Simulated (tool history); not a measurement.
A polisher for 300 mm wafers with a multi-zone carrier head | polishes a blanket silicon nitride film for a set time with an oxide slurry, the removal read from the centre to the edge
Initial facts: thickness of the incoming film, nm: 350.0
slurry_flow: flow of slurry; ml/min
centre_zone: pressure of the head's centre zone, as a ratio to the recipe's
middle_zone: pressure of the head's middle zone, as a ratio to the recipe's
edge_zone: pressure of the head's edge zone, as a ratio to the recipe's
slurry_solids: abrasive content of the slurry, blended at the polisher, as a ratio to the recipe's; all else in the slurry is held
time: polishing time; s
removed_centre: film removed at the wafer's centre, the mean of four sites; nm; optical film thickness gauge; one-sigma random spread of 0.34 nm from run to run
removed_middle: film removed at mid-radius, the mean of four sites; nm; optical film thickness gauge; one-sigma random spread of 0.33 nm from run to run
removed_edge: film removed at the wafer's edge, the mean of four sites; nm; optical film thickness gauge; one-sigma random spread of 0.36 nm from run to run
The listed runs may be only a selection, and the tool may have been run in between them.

{"run": 1, "hour": 0.0, "slurry_flow": 320, "centre_zone": 1, "middle_zone": 1, "edge_zone": 1, "slurry_solids": 1, "time": 50, "removed_centre": 23.679, "removed_middle": 22.975, "removed_edge": 24.319}
{"run": 2, "hour": 1.9, "slurry_flow": 320, "centre_zone": 1.02, "middle_zone": 1.02, "edge_zone": 1, "slurry_solids": 1, "time": 50, "removed_centre": 23.457, "removed_middle": 23.705, "removed_edge": 24.292}
{"run": 3, "hour": 10.6, "slurry_flow": 320, "centre_zone": 1.02, "middle_zone": 1.08, "edge_zone": 1, "slurry_solids": 1, "time": 50, "removed_centre": 24.159, "removed_middle": 24.599, "removed_edge": 23.402}
{"run": 4, "hour": 15.3, "slurry_flow": 320, "centre_zone": 1.02, "middle_zone": 1.15, "edge_zone": 1, "slurry_solids": 1, "time": 50, "removed_centre": 23.858, "removed_middle": 26.184, "removed_edge": 24.429}
{"run": 5, "hour": 21.5, "slurry_flow": 320, "centre_zone": 1.02, "middle_zone": 1.15, "edge_zone": 1, "slurry_solids": 1, "time": 56, "removed_centre": 27.183, "removed_middle": 29.159, "removed_edge": 27.028}
{"run": 6, "hour": 27.0, "slurry_flow": 320, "centre_zone": 1.02, "middle_zone": 1.15, "edge_zone": 1, "slurry_solids": 1.15, "time": 56, "removed_centre": 29.148, "removed_middle": 31.286, "removed_edge": 28.94}
{"run": 7, "hour": 34.6, "slurry_flow": 320, "centre_zone": 1.03, "middle_zone": 1.14, "edge_zone": 0.99, "slurry_solids": 1.15, "time": 56, "removed_centre": 28.766, "removed_middle": 29.748, "removed_edge": 28.522}
{"run": 8, "hour": 36.3, "slurry_flow": 320, "centre_zone": 1.04, "middle_zone": 1.15, "edge_zone": 0.98, "slurry_solids": 1.15, "time": 56, "removed_centre": 28.847, "removed_middle": 30.98, "removed_edge": 27.253}
{"run": 9, "hour": 39.2, "slurry_flow": 320, "centre_zone": 1.05, "middle_zone": 1.14, "edge_zone": 0.98, "slurry_solids": 1.15, "time": 56, "removed_centre": 29.527, "removed_middle": 30.496, "removed_edge": 28.309}

What does the tool deliver on the next run?
{"run": 10, "hour": 40.2, "slurry_flow": 320, "centre_zone": 1.06, "middle_zone": 1.13, "edge_zone": 0.97, "slurry_solids": 1.15, "time": 56, "removed_centre": "?", "removed_middle": "?", "removed_edge": "?"}

removed_centre: 29.083 nm
removed_middle: 30.22 nm
removed_edge: 28.725 nm
